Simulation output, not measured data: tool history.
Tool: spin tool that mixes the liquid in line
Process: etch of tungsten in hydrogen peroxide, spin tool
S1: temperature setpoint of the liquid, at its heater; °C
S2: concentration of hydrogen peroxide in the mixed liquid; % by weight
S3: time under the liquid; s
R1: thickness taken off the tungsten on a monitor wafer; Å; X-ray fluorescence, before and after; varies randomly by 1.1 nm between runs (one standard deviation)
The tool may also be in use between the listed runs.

{"run": 1, "hour": 0.0, "S1": 57, "S2": 24, "S3": 50, "R1": 768.6}
{"run": 2, "hour": 6.7, "S1": 58.5, "S2": 24, "S3": 50, "R1": 851.15}
{"run": 3, "hour": 15.3, "S1": 59.5, "S2": 24, "S3": 50, "R1": 896.14}
{"run": 4, "hour": 18.6, "S1": 57, "S2": 24, "S3": 50, "R1": 774.17}
{"run": 5, "hour": 20.8, "S1": 57, "S2": 24, "S3": 55, "R1": 851.63}
{"run": 6, "hour": 21.7, "S1": 58, "S2": 24, "S3": 55, "R1": 916.72}

Run 7 has not been measured yet. What should we expect?
{"run": 7, "hour": 24.7, "S1": 59, "S2": 24, "S3": 55, "R1": "?"}

Run 7 gave R1 970.73 Å.

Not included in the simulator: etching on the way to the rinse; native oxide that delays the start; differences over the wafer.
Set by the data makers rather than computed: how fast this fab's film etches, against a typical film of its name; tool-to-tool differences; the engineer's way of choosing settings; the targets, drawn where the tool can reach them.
